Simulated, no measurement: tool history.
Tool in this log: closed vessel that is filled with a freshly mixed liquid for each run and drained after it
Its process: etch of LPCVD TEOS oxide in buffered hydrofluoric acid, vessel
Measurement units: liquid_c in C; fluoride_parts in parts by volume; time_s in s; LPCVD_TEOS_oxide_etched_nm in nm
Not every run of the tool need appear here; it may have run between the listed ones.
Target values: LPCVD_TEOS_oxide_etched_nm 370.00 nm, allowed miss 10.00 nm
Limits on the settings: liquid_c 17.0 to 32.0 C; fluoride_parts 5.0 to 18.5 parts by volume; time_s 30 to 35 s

run 1 hour=0.0 | liquid_c=24.0 fluoride_parts=11.5 time_s=35 | LPCVD_TEOS_oxide_etched_nm=168.61
run 2 hour=2.7 | liquid_c=24.0 fluoride_parts=14.5 time_s=35 | LPCVD_TEOS_oxide_etched_nm=132.98
run 3 hour=7.3 | liquid_c=24.0 fluoride_parts=14.5 time_s=35 | LPCVD_TEOS_oxide_etched_nm=133.60
run 4 hour=11.9 | liquid_c=24.0 fluoride_parts=13.0 time_s=35 | LPCVD_TEOS_oxide_etched_nm=148.39
run 5 hour=17.1 | liquid_c=25.5 fluoride_parts=13.0 time_s=35 | LPCVD_TEOS_oxide_etched_nm=161.80
run 6 hour=18.8 | liquid_c=25.5 fluoride_parts=13.0 time_s=35 | LPCVD_TEOS_oxide_etched_nm=163.17
run 7 hour=26.9 | liquid_c=29.5 fluoride_parts=9.5 time_s=35 | LPCVD_TEOS_oxide_etched_nm=267.62
run 8 hour=32.1 | liquid_c=30.5 fluoride_parts=8.5 time_s=35 | LPCVD_TEOS_oxide_etched_nm=307.65
run 9 hour=36.0 | liquid_c=31.0 fluoride_parts=8.0 time_s=35 | LPCVD_TEOS_oxide_etched_nm=341.55
run 10 hour=43.1 | liquid_c=31.0 fluoride_parts=8.0 time_s=35 | LPCVD_TEOS_oxide_etched_nm=336.05

4 next moves are on the table. One of them brings every result within its allowed miss. Which?
run A hour=50.2 | liquid_c=30.5 fluoride_parts=6.5 time_s=35 | LPCVD_TEOS_oxide_etched_nm=?
run B hour=50.2 | liquid_c=31.0 fluoride_parts=7.0 time_s=35 | LPCVD_TEOS_oxide_etched_nm=?
run C hour=50.2 | liquid_c=31.5 fluoride_parts=7.5 time_s=35 | LPCVD_TEOS_oxide_etched_nm=?
run D hour=50.2 | liquid_c=27.5 fluoride_parts=8.0 time_s=35 | LPCVD_TEOS_oxide_etched_nm=?

move=A LPCVD_TEOS_oxide_etched_nm=409.79
move=B LPCVD_TEOS_oxide_etched_nm=394.45
move=C LPCVD_TEOS_oxide_etched_nm=375.83
move=D LPCVD_TEOS_oxide_etched_nm=284.08
A: takes the biggest miss from the last run beyond its target
B: takes the biggest miss from the last run beyond its target
C: all results land within tolerance of their targets
D: moves away from the targets compared with the last run
C is the move that brings every result within its allowed miss.
